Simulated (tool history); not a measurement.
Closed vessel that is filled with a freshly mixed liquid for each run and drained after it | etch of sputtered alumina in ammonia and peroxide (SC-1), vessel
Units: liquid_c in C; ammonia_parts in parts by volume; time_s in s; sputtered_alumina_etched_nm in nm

run	day	liquid_c	ammonia_parts	time_s	sputtered_alumina_etched_nm
1	0	46	0.75	220	8.7829
2	0.175	44.5	0.75	220	8.069
3	0.35	49	0.75	220	10.334
4	0.517	46.5	0.75	220	9.0396
5	0.721	46.5	0.75	220	8.8759
6	0.788	46.5	0.75	220	9.0199
7	1.042	46.5	0.75	220	9.0014
8	1.362	44.5	0.75	220	8.03
9	1.558	39	0.75	220	5.7659

Run 10 comes next. What will it give?
10	1.879	39	0.75	220	?

Run 10 gave sputtered_alumina_etched_nm 5.794 nm.
